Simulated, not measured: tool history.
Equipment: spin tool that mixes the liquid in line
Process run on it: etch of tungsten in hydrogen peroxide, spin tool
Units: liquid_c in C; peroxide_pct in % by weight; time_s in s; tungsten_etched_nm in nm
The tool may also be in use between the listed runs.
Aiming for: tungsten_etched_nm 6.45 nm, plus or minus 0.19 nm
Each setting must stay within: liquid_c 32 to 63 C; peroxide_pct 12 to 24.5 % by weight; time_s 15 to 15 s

Run 1, hour 0: liquid_c 47 C, peroxide_pct 16.5 % by weight, time_s 15 s. Result: tungsten_etched_nm 11.219 nm.
Run 2, hour 6.9: liquid_c 52.5 C, peroxide_pct 16.5 % by weight, time_s 15 s. Result: tungsten_etched_nm 15.798 nm.
Run 3, hour 8.8: liquid_c 52.5 C, peroxide_pct 20 % by weight, time_s 15 s. Result: tungsten_etched_nm 17.066 nm.
Run 4, hour 11.2: liquid_c 50.5 C, peroxide_pct 20 % by weight, time_s 15 s. Result: tungsten_etched_nm 15.608 nm.
Run 5, hour 12.1: liquid_c 48.5 C, peroxide_pct 20 % by weight, time_s 15 s. Result: tungsten_etched_nm 13.635 nm.
Run 6, hour 14.8: liquid_c 48.5 C, peroxide_pct 20 % by weight, time_s 15 s. Result: tungsten_etched_nm 13.649 nm.
Run 7, hour 16: liquid_c 47 C, peroxide_pct 20 % by weight, time_s 15 s. Result: tungsten_etched_nm 12.401 nm.
Run 8, hour 17.5: liquid_c 45.5 C, peroxide_pct 20 % by weight, time_s 15 s. Result: tungsten_etched_nm 11.211 nm.
Run 9, hour 21.6: liquid_c 37.5 C, peroxide_pct 20 % by weight, time_s 15 s. Result: tungsten_etched_nm 6.6651 nm.

Exactly one of the 5 candidate moves below puts every result within its allowed miss. Which one?
Run A, hour 25.7: liquid_c 38 C, peroxide_pct 19 % by weight, time_s 15 s. Result: tungsten_etched_nm ?.
Run B, hour 25.7: liquid_c 37 C, peroxide_pct 23.5 % by weight, time_s 15 s. Result: tungsten_etched_nm ?.
Run C, hour 25.7: liquid_c 41 C, peroxide_pct 13.5 % by weight, time_s 15 s. Result: tungsten_etched_nm ?.
Run D, hour 25.7: liquid_c 37.5 C, peroxide_pct 20.5 % by weight, time_s 15 s. Result: tungsten_etched_nm ?.
Run E, hour 25.7: liquid_c 37 C, peroxide_pct 20 % by weight, time_s 15 s. Result: tungsten_etched_nm ?.

move  tungsten_etched_nm
   A              6.7326
   B              7.0084
   C               6.903
   D              6.7662
   E              6.4654
A: misses by more than the last run did
B: misses by more than the last run did
C: misses by more than the last run did
D: misses by more than the last run did
E: in spec on every target
E meets every target.
